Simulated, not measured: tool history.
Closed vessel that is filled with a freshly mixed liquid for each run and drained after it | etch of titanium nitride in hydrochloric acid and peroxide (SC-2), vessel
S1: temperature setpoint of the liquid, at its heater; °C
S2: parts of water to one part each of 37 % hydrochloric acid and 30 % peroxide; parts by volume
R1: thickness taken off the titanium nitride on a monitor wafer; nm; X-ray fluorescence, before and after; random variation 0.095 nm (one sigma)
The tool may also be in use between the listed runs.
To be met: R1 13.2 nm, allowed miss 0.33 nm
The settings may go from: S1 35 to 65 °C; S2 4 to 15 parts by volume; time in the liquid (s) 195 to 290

run 1 hour=0 | S1=49 S2=8.5 time_in_the_liquid_(s)=290 | R1=6.3096
run 2 hour=4.7 | S1=49 S2=11 time_in_the_liquid_(s)=290 | R1=5.0923
run 3 hour=6.3 | S1=49 S2=11 time_in_the_liquid_(s)=290 | R1=5.1116
run 4 hour=12.4 | S1=52 S2=11 time_in_the_liquid_(s)=290 | R1=6.2333
run 5 hour=18.4 | S1=49 S2=11 time_in_the_liquid_(s)=290 | R1=5.0859
run 6 hour=19.2 | S1=49 S2=11 time_in_the_liquid_(s)=290 | R1=5.0464
run 7 hour=22.1 | S1=52 S2=11 time_in_the_liquid_(s)=290 | R1=6.2177
run 8 hour=26.6 | S1=54.5 S2=11 time_in_the_liquid_(s)=290 | R1=7.3815
run 9 hour=33.1 | S1=56.5 S2=11 time_in_the_liquid_(s)=290 | R1=8.453
run 10 hour=41.4 | S1=58 S2=11 time_in_the_liquid_(s)=290 | R1=9.1777
run 11 hour=44.4 | S1=58 S2=11 time_in_the_liquid_(s)=290 | R1=9.2822
run 12 hour=45.3 | S1=59 S2=11 time_in_the_liquid_(s)=290 | R1=9.7551
run 13 hour=46.4 | S1=60 S2=11 time_in_the_liquid_(s)=290 | R1=10.534
-- hour=50.4 new drum of peroxide connected
run 14 hour=50.4 | S1=61 S2=11 time_in_the_liquid_(s)=290 | R1=11.89

Which of these 5 next moves meets every target?
run A hour=54.4 | S1=58.5 S2=11 time_in_the_liquid_(s)=290 | R1=?
run B hour=54.4 | S1=58 S2=10.5 time_in_the_liquid_(s)=285 | R1=?
run C hour=54.4 | S1=64 S2=15 time_in_the_liquid_(s)=290 | R1=?
run D hour=54.4 | S1=64.5 S2=12 time_in_the_liquid_(s)=280 | R1=?
run E hour=54.4 | S1=58.5 S2=10 time_in_the_liquid_(s)=270 | R1=?

move=A R1=10.108
move=B R1=10.009
move=C R1=10.887
move=D R1=13.16
move=E R1=10.195
A: further off than the last run
B: further off than the last run
C: further off than the last run
D: meets every target
E: further off than the last run
Answer: D

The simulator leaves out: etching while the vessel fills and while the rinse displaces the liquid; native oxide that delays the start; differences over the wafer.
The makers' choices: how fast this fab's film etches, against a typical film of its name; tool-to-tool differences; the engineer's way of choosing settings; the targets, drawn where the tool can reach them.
